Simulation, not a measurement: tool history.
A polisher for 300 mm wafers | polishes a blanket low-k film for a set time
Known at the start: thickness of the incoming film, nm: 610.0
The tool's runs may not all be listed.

run	hour	flow of slurry (ml/min)	pressure of the wafer on the pad (psi)	speed of the pad under the wafer (cm/s)	abrasive content of the slurry	polishing time (s)	film removed (Å)
1	0	215	1.7	80	1	35	113.16
2	4.9	215	1.5	80	1	35	102.85
3	12.7	215	1.5	64	1	35	85.625
4	18.2	215	1.3	56	0.95	34	64.156
5	23.7	215	1.3	56	0.8	34	57.72
6	26.6	215	1.2	54	0.8	34	51.547
7	31.8	215	1.1	52	0.8	34	45.898

Run 8 comes next. What will it give?
8	32.8	215	1	52	0.8	34	?

Run 8 gave film removed (Å) 42.254.
